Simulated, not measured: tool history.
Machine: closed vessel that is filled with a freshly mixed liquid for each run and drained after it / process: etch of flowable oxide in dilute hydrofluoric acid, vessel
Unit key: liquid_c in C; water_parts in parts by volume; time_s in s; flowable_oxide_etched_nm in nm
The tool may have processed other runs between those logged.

run    day  liquid_c  water_parts  time_s  flowable_oxide_etched_nm
  1  0.000      21.0          190     280                    59.485
  2  0.042      21.0          160     280                    72.436
  3  0.096      20.0          165     280                    66.600
  4  0.412      19.5          170     280                    63.057
  5  0.496      19.0          170     280                    62.529
  6  0.575      19.0          110     280                   102.150
  7  0.933      18.5          125     280                    86.880
  8  1.242      18.0          140     280                    74.570
  9  1.529      18.0          150     280                    68.877
 10  1.888      18.0          155     280                    66.124
 11  1.996      18.0          155     280                    66.829
 12  2.250      18.0          160     280                    64.269
 13  2.492      18.0          165     280                    61.825

What does the tool deliver on the next run?
 14  2.654      18.0          170     280                         ?

Run 14 yielded flowable_oxide_etched_nm 58.645 nm.
